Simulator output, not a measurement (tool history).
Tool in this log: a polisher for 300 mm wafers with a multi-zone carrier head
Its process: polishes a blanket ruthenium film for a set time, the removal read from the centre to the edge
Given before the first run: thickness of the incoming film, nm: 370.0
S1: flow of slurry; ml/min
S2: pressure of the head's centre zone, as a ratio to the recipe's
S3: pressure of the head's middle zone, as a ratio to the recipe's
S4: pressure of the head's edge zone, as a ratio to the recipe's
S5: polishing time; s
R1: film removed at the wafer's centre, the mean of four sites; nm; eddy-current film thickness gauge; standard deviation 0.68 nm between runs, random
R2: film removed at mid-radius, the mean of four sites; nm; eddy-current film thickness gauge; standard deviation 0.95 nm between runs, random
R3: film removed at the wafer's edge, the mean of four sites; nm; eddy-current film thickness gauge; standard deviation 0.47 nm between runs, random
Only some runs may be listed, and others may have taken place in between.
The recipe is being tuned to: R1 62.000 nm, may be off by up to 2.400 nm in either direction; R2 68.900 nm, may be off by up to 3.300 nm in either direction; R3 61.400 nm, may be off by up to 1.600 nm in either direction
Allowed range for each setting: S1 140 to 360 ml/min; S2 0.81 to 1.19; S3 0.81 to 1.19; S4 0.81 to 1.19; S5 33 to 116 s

run	hour	S1	S2	S3	S4	S5	R1	R2	R3
1	0.0	230	1.00	1.00	1.00	74	106.780	108.270	106.320
2	8.5	230	0.95	1.00	1.00	74	102.270	109.720	106.860
3	12.2	230	0.95	1.05	1.00	74	99.310	113.140	104.330
4	21.0	225	0.95	1.05	0.98	68	92.539	101.300	97.482
5	26.9	225	0.90	1.05	0.98	68	87.258	104.990	97.627
# hour 35.9: edge zone pressure recalibrated
6	35.9	225	0.91	1.07	0.96	62	79.798	95.307	86.247
7	38.8	225	0.91	1.07	0.96	62	81.494	95.554	84.724
8	43.9	220	0.90	1.06	0.94	59	75.300	91.677	80.353
9	52.7	215	0.90	1.04	0.93	57	72.536	83.986	78.543
10	57.8	225	0.96	1.08	0.83	38	51.587	58.307	50.814
11	60.1	230	0.97	1.09	0.86	38	52.714	59.875	51.124
12	68.6	230	0.97	1.09	0.89	39	54.805	60.418	52.733
13	77.2	230	0.96	1.09	0.92	40	54.682	62.936	54.731
14	78.0	230	0.97	1.09	0.94	41	56.829	63.815	56.504
15	81.4	235	0.97	1.09	0.95	42	57.905	66.187	58.132
16	88.3	235	0.98	1.09	0.96	42	59.751	67.046	57.845
17	94.6	235	0.98	1.08	0.97	42	58.526	65.537	58.642
18	101.8	235	0.98	1.08	0.98	42	59.203	65.089	58.673

4 candidate next runs follow, results not yet known. Just one meets every target within its allowed miss. Identify it.
A	109.0	195	0.98	1.05	1.05	40	?	?	?
B	109.0	180	0.99	0.92	1.02	44	?	?	?
C	109.0	250	1.08	1.14	1.02	43	?	?	?
D	109.0	225	0.98	1.09	0.98	44	?	?	?

move	R1	R2	R3
A	55.156	59.221	55.844
B	60.337	57.641	60.322
C	68.000	70.575	60.908
D	62.129	68.644	60.895
A: its largest miss is bigger than the last run's
B: gets the furthest-off result to its target, but another result is out of tolerance
C: gets the furthest-off result to its target, but another result is out of tolerance
D: all results in spec
The right move is D.

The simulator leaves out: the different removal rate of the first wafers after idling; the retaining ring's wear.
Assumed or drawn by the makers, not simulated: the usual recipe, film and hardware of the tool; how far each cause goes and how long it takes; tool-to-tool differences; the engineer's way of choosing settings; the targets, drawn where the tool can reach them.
